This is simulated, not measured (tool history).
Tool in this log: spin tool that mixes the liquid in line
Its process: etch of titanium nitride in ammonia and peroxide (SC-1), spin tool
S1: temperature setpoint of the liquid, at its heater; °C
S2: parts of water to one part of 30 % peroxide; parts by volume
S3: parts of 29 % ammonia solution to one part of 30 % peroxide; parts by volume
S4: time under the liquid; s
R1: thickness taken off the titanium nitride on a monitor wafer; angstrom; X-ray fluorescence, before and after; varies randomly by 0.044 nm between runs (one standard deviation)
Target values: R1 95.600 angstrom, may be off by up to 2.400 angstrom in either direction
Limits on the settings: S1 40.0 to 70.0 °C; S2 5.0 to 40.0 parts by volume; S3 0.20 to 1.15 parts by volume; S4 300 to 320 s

run	hour	S1	S2	S3	S4	R1
1	0.0	56.0	22.5	0.65	300	85.626
2	1.4	56.0	15.5	0.65	300	105.030
3	2.4	56.0	15.5	0.65	320	111.940
4	7.3	55.5	15.5	0.65	320	108.340
# hour 12.9: heated supply line repaired
5	12.9	54.5	15.5	0.65	320	128.530
6	16.8	54.5	15.5	0.65	300	119.500
7	18.8	56.0	15.5	0.65	300	133.610
8	23.0	55.5	15.5	0.65	300	128.410
9	25.2	54.5	15.5	0.65	300	120.520

Pick the move, out of 4, that brings all results within their allowed miss; only one does.
A	27.4	54.5	26.0	0.65	300	?
B	27.4	52.0	17.0	0.60	300	?
C	27.4	50.0	14.5	0.45	310	?
D	27.4	54.5	21.0	0.65	300	?

move	R1
A	89.959
B	94.678
C	88.187
D	101.400
A: the result that was furthest off in the last run now lies on the other side of its target
B: in spec on every target
C: the result that was furthest off in the last run now lies on the other side of its target
D: moves toward the targets from the last run without getting all of them in spec
B meets every target.
